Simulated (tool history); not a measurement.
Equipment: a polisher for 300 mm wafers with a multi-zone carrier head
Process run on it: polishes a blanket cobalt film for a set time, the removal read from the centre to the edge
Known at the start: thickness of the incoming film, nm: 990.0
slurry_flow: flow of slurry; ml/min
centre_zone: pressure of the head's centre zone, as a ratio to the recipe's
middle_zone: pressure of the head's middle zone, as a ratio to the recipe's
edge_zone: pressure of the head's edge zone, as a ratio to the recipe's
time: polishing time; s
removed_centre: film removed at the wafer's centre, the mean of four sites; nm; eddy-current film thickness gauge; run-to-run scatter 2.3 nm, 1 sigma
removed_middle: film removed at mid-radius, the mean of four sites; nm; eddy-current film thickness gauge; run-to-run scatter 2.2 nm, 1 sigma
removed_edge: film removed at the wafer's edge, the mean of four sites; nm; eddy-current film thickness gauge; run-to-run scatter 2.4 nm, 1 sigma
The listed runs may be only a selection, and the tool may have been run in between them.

| run | hour | slurry_flow | centre_zone | middle_zone | edge_zone | time | removed_centre | removed_middle | removed_edge |
|---|---|---|---|---|---|---|---|---|---|
| 1 | 0.0 | 130 | 1.00 | 1.00 | 1.00 | 48 | 349.96 | 333.20 | 347.48 |
| 2 | 7.7 | 115 | 1.00 | 1.00 | 1.00 | 48 | 334.80 | 322.72 | 351.48 |
| 3 | 13.7 | 120 | 0.97 | 0.98 | 0.95 | 40 | 275.19 | 275.36 | 284.48 |
| 4 | 19.4 | 150 | 0.97 | 0.98 | 0.95 | 40 | 285.49 | 287.75 | 294.09 |
| 5 | 21.7 | 145 | 0.97 | 0.95 | 0.92 | 35 | 253.88 | 239.12 | 250.88 |
| 6 | 28.4 | 140 | 0.94 | 0.93 | 0.89 | 32 | 222.71 | 213.11 | 222.45 |
| 7 | 32.2 | 130 | 0.91 | 0.91 | 0.87 | 32 | 210.01 | 210.61 | 223.36 |
| 8 | 35.9 | 130 | 0.91 | 0.90 | 0.86 | 30 | 200.56 | 193.00 | 203.26 |
|  | 37.1 | worn pad replaced by a new one |
| 9 | 37.1 | 120 | 0.90 | 0.89 | 0.85 | 30 | 206.06 | 202.64 | 213.28 |

Forecast run 10:
| 10 | 41.8 | 120 | 0.89 | 0.88 | 0.84 | 29 | ? | ? | ? |

removed_centre: 199.80 nm
removed_middle: 191.94 nm
removed_edge: 203.86 nm
